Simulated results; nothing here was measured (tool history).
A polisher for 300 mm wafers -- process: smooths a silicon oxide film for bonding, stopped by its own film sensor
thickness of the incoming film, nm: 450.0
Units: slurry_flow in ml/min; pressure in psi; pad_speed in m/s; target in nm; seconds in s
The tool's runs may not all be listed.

run 1 hour=0.0 | slurry_flow=130 pressure=2.5 pad_speed=0.88 slurry_solids=1.00 target=355 | seconds=109.31
run 2 hour=2.2 | slurry_flow=130 pressure=2.5 pad_speed=0.88 slurry_solids=1.10 target=355 | seconds=101.78
run 3 hour=6.3 | slurry_flow=130 pressure=2.1 pad_speed=0.74 slurry_solids=1.05 target=355 | seconds=144.10
run 4 hour=13.8 | slurry_flow=110 pressure=2.1 pad_speed=0.74 slurry_solids=1.05 target=355 | seconds=146.93
run 5 hour=17.8 | slurry_flow=110 pressure=1.8 pad_speed=0.66 slurry_solids=1.05 target=355 | seconds=190.39
run 6 hour=18.7 | slurry_flow=110 pressure=1.6 pad_speed=0.64 slurry_solids=1.05 target=355 | seconds=221.06
run 7 hour=19.6 | slurry_flow=110 pressure=1.5 pad_speed=0.64 slurry_solids=1.05 target=355 | seconds=225.09

Run 8 comes next. What will it give?
run 8 hour=28.6 | slurry_flow=110 pressure=1.4 pad_speed=0.62 slurry_solids=1.05 target=355 | seconds=?

{"run 8": {"seconds": 257.46}}
